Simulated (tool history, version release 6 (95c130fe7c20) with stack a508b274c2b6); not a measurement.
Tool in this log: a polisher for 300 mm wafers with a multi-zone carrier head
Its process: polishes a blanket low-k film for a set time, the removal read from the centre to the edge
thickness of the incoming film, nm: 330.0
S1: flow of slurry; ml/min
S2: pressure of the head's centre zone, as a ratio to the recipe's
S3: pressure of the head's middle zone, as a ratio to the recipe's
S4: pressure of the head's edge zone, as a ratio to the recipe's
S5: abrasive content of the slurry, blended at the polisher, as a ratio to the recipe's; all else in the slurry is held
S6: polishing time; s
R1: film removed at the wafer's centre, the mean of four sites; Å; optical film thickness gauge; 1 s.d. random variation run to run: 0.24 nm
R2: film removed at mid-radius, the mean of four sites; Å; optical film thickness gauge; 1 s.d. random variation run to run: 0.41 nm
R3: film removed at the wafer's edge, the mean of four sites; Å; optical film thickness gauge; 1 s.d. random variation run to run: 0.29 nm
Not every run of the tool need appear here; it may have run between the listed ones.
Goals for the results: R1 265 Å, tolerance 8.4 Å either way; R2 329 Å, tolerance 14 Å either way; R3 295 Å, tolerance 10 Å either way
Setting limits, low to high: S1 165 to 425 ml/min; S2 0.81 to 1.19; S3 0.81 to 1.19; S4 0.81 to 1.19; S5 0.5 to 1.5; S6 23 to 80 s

| run | hour | S1 | S2 | S3 | S4 | S5 | S6 | R1 | R2 | R3 |
|---|---|---|---|---|---|---|---|---|---|---|
| 1 | 0 | 275 | 1 | 1 | 1 | 1 | 51 | 197.62 | 194.19 | 201.43 |
| 2 | 1.3 | 275 | 0.93 | 1 | 1 | 1 | 51 | 184.61 | 193.52 | 203.68 |
| 3 | 2.5 | 275 | 1.01 | 1 | 1 | 1 | 51 | 201.53 | 191.73 | 200.59 |
| 4 | 4.8 | 235 | 1.01 | 1 | 1 | 1 | 51 | 194.8 | 187.87 | 197.88 |
| 5 | 10.5 | 250 | 1 | 1.04 | 1.01 | 1.1 | 52 | 210.54 | 211.28 | 217.77 |
| 6 | 15 | 250 | 1 | 1.04 | 1.01 | 1.2 | 52 | 218.83 | 219.94 | 228.25 |
| 7 | 20.5 | 270 | 0.99 | 1.07 | 1 | 1.25 | 53 | 223.33 | 237.12 | 235.96 |
| 8 | 21.6 | 280 | 0.99 | 1.09 | 1 | 1.3 | 54 | 239.41 | 246.48 | 244.02 |
| 9 | 23.1 | 275 | 0.97 | 1.11 | 0.99 | 1.35 | 55 | 241.53 | 251.84 | 250.73 |
| 10 | 26.2 | 305 | 0.96 | 1.13 | 1.01 | 1.4 | 55 | 248.71 | 262.63 | 259.95 |
| 11 | 33.3 | 285 | 0.94 | 1.14 | 0.98 | 1.4 | 57 | 246.33 | 277.52 | 266.94 |
| 12 | 38.2 | 280 | 0.93 | 1.15 | 0.97 | 1.4 | 58 | 248.59 | 283.56 | 270.29 |
| 13 | 43.5 | 275 | 0.92 | 1.16 | 0.96 | 1.4 | 59 | 249.86 | 288.13 | 269.17 |
| 14 | 46.4 | 270 | 0.91 | 1.17 | 0.95 | 1.4 | 60 | 247.19 | 290.42 | 277.41 |
| 15 | 52 | 270 | 0.91 | 1.17 | 0.95 | 1.4 | 60 | 248.47 | 288.59 | 273.81 |
| 16 | 60.9 | 285 | 0.9 | 1.17 | 0.94 | 1.4 | 61 | 250.7 | 298.14 | 276.71 |

Next run, 4 choices. One meets every target within its allowed miss, the rest don't. Which?
| A | 69.8 | 310 | 1.04 | 1.06 | 1.02 | 1.4 | 56 | ? | ? | ? |
| B | 69.8 | 250 | 1 | 1.13 | 0.83 | 1.45 | 58 | ? | ? | ? |
| C | 69.8 | 265 | 0.88 | 1.19 | 0.92 | 1.1 | 74 | ? | ? | ? |
| D | 69.8 | 225 | 1 | 0.95 | 1.09 | 1.45 | 58 | ? | ? | ? |

| move | R1 | R2 | R3 |
|---|---|---|---|
| A | 271.51 | 262.42 | 266.63 |
| B | 269.73 | 281.07 | 251.56 |
| C | 266.48 | 324.83 | 295.53 |
| D | 267.14 | 254.87 | 284.75 |
A: its largest miss is bigger than the last run's
B: its largest miss is bigger than the last run's
C: every result within its allowed miss
D: its largest miss is bigger than the last run's
Move C is the one to make.
